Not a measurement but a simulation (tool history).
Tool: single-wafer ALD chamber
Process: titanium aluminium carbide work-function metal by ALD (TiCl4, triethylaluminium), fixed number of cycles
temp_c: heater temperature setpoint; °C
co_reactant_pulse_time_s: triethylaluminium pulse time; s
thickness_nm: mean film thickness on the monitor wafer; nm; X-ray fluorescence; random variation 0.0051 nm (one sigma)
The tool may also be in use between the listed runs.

{"run": 1, "hour": 0.0, "temp_c": 290, "co_reactant_pulse_time_s": 7.03, "thickness_nm": 1.7696}
{"run": 2, "hour": 0.5, "temp_c": 295, "co_reactant_pulse_time_s": 7.15, "thickness_nm": 1.8082}
{"run": 3, "hour": 6.9, "temp_c": 295, "co_reactant_pulse_time_s": 5.18, "thickness_nm": 1.655}
{"run": 4, "hour": 13.0, "temp_c": 299, "co_reactant_pulse_time_s": 5.79, "thickness_nm": 1.7484}
{"run": 5, "hour": 17.5, "temp_c": 294, "co_reactant_pulse_time_s": 5.79, "thickness_nm": 1.7141}
{"run": 6, "hour": 19.7, "temp_c": 298, "co_reactant_pulse_time_s": 6.22, "thickness_nm": 1.7783}
{"run": 7, "hour": 25.1, "temp_c": 302, "co_reactant_pulse_time_s": 6.31, "thickness_nm": 1.8203}

Forecast run 8:
{"run": 8, "hour": 32.0, "temp_c": 305, "co_reactant_pulse_time_s": 6.38, "thickness_nm": "?"}

Run 8 gave thickness_nm 1.8510 nm.
